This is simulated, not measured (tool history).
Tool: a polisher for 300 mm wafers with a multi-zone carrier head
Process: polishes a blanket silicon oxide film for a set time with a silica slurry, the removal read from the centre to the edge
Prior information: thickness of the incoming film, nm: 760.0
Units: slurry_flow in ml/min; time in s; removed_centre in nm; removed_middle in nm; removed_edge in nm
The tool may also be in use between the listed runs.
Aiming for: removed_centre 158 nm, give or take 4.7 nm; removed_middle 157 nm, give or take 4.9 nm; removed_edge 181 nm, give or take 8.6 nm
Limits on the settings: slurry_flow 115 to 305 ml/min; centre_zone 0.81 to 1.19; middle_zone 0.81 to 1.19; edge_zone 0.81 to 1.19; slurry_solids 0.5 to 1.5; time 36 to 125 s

run    day  slurry_flow  centre_zone  middle_zone  edge_zone  slurry_solids  time  removed_centre  removed_middle  removed_edge
  1      0          195            1            1          1              1    80          265.12          266.07        270.07
  2  0.317          195            1            1          1              1    92          311.41          312.17        302.84
  3    0.5          195            1            1          1            1.1    92          323.56          323.96        321.36
  4  0.804          220            1            1          1            1.1    92          332.66          332.87        326.34
      0.95  -- slurry nozzle cleaned
  5   0.95          220         1.04            1          1            1.1    92          350.05          339.15        341.16
  6  1.233          245         1.04            1          1            1.1    92          353.91          345.63        342.52
  7  1.504          225         0.99         0.96       1.01           0.95    88          301.66           290.6         299.7
  8  1.546          205         0.95         0.94       1.02           0.85    84          262.04          252.56        264.54
  9  1.904          190         0.92         0.93       1.04           0.75    80          219.97          221.66        237.37
 10  2.083          175          0.9         0.91       1.04            0.7    79          203.27           198.5        222.39
 11  2.133          140         0.81         0.89       0.97            0.5    77          134.85           135.3        148.83
 12  2.462          160         0.81         0.88       0.99            0.5    77          138.81          137.75        149.15
 13  2.617          155         0.83         0.89       1.02            0.5    76          136.94           135.8         150.5
 14  2.804          170         0.84         0.89       1.06            0.5    76          139.06          138.12        157.01
 15  3.158          185         0.85         0.89       1.08            0.5    76          143.64          140.03        158.66
 16  3.275          180         0.86          0.9        1.1            0.5    76          142.47          140.15        153.94
 17  3.575          185         0.85         0.89       1.09           0.55    75          153.18           152.3        175.97

5 next moves are on the table. One of them brings every result within its allowed miss. Which?
  A  3.875          165         0.83         0.81       1.09            0.7    64               ?               ?             ?
  B  3.875          220         0.84         0.89       1.15           0.55    75               ?               ?             ?
  C  3.875          160         0.84         0.83        1.1            0.6    74               ?               ?             ?
  D  3.875          165         0.98         0.82       1.05            0.5    85               ?               ?             ?
  E  3.875          150         0.93         0.87       1.08           0.55    82               ?               ?             ?

move  removed_centre  removed_middle  removed_edge
   A          156.55          143.96        175.33
   B          158.29          155.42        176.83
   C          160.02          149.28        179.08
   D          168.89          143.78        170.89
   E          170.72          157.21        180.65
A: meets the target for the result that was furthest off, but another lies outside its allowed miss
B: meets every target
C: meets the target for the result that was furthest off, but another lies outside its allowed miss
D: takes the result that was furthest off past its target
E: takes the result that was furthest off past its target
B meets every target.
